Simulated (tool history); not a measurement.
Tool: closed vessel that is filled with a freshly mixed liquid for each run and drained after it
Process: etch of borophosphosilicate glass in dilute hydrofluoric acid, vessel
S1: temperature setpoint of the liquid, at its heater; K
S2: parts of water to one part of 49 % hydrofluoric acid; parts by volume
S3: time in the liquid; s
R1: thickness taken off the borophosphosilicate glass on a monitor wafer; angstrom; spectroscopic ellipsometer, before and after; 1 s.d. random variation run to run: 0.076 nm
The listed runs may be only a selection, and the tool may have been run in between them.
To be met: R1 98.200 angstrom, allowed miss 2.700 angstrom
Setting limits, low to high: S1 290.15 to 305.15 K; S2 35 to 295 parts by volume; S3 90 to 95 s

{"run": 1, "hour": 0.0, "S1": 297.15, "S2": 165, "S3": 90, "R1": 145.26}
{"run": 2, "hour": 4.6, "S1": 297.15, "S2": 185, "S3": 90, "R1": 122.91}
{"run": 3, "hour": 8.1, "S1": 294.65, "S2": 185, "S3": 90, "R1": 113.99}
{"run": 4, "hour": 12.2, "S1": 294.65, "S2": 185, "S3": 90, "R1": 115.54}
{"run": 5, "hour": 19.1, "S1": 294.65, "S2": 240, "S3": 90, "R1": 83.886}
{"run": 6, "hour": 26.4, "S1": 295.65, "S2": 240, "S3": 90, "R1": 86.919}
{"run": 7, "hour": 30.6, "S1": 296.15, "S2": 240, "S3": 90, "R1": 87.221}
{"run": 8, "hour": 36.9, "S1": 296.15, "S2": 240, "S3": 90, "R1": 87.455}
{"run": 9, "hour": 44.8, "S1": 296.65, "S2": 240, "S3": 90, "R1": 88.122}
{"run": 10, "hour": 48.4, "S1": 297.15, "S2": 240, "S3": 90, "R1": 91.285}
{"hour": 56.5, "done": "hydrofluoric acid flow meter replaced"}
{"run": 11, "hour": 56.5, "S1": 299.15, "S2": 240, "S3": 90, "R1": 110.81}

Which of these 4 next moves meets every target?
{"run": "A", "hour": 64.6, "S1": 297.65, "S2": 225, "S3": 95, "R1": "?"}
{"run": "B", "hour": 64.6, "S1": 302.65, "S2": 265, "S3": 90, "R1": "?"}
{"run": "C", "hour": 64.6, "S1": 300.15, "S2": 285, "S3": 95, "R1": "?"}
{"run": "D", "hour": 64.6, "S1": 297.65, "S2": 270, "S3": 90, "R1": "?"}

move=A R1=121.770
move=B R1=111.500
move=C R1=98.482
move=D R1=91.762
A: moves away from the targets compared with the last run
B: moves away from the targets compared with the last run
C: hits every target within its allowed miss
D: moves the result that the last run missed by most past its target, out the other side
The right move is C.
